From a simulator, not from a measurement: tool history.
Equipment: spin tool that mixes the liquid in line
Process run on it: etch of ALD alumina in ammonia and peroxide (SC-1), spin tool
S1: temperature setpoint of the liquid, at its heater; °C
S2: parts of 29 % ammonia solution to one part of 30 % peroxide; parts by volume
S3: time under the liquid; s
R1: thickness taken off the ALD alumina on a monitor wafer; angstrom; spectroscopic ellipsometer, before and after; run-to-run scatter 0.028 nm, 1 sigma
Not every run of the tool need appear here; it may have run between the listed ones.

run	hour	S1	S2	S3	R1
1	0	54	0.6	85	56.519
2	6.6	54	0.75	85	58.211
3	12.7	53	0.75	85	55.265
4	18.5	53	0.75	85	54.75
5	19.7	52	0.75	85	52.072
6	25.5	52	0.75	85	51.79

What does the tool deliver on the next run?
7	27	51.5	0.75	85	?

{"run 7": {"R1": 50.358}}
